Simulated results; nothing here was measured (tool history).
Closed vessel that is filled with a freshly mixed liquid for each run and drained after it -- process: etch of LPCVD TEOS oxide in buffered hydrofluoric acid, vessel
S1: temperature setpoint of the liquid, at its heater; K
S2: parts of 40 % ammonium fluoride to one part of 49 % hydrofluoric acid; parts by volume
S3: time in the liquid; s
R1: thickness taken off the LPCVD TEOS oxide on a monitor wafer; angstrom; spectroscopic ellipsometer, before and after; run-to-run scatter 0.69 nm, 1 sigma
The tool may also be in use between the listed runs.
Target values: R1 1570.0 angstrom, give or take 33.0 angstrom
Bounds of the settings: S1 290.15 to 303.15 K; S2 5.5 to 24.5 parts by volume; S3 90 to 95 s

{"run": 1, "hour": 0.0, "S1": 295.15, "S2": 15.0, "S3": 90, "R1": 1318.8}
{"run": 2, "hour": 1.1, "S1": 295.65, "S2": 15.0, "S3": 90, "R1": 1365.4}
{"run": 3, "hour": 4.1, "S1": 295.65, "S2": 15.0, "S3": 90, "R1": 1345.7}
{"run": 4, "hour": 5.5, "S1": 295.65, "S2": 15.0, "S3": 95, "R1": 1436.5}
{"run": 5, "hour": 11.9, "S1": 295.65, "S2": 15.0, "S3": 95, "R1": 1430.9}
{"run": 6, "hour": 14.1, "S1": 295.65, "S2": 17.0, "S3": 95, "R1": 1272.2}
{"run": 7, "hour": 18.7, "S1": 296.65, "S2": 17.0, "S3": 95, "R1": 1334.4}
{"run": 8, "hour": 23.4, "S1": 297.15, "S2": 17.0, "S3": 95, "R1": 1369.1}
{"run": 9, "hour": 28.3, "S1": 297.65, "S2": 17.0, "S3": 95, "R1": 1403.4}
{"run": 10, "hour": 33.0, "S1": 298.15, "S2": 17.0, "S3": 95, "R1": 1447.8}
{"run": 11, "hour": 39.6, "S1": 298.65, "S2": 17.0, "S3": 95, "R1": 1487.0}
{"run": 12, "hour": 40.7, "S1": 299.15, "S2": 17.0, "S3": 95, "R1": 1519.6}

Which of these 4 next moves meets every target?
{"run": "A", "hour": 41.8, "S1": 297.65, "S2": 16.0, "S3": 95, "R1": "?"}
{"run": "B", "hour": 41.8, "S1": 298.65, "S2": 17.0, "S3": 90, "R1": "?"}
{"run": "C", "hour": 41.8, "S1": 298.65, "S2": 17.0, "S3": 95, "R1": "?"}
{"run": "D", "hour": 41.8, "S1": 299.65, "S2": 16.0, "S3": 90, "R1": "?"}

move=A R1=1501.5
move=B R1=1414.9
move=C R1=1493.5
move=D R1=1585.0
A: further off than the last run
B: further off than the last run
C: further off than the last run
D: every result lands within tolerance
So the answer is move D, the one that meets all the targets.
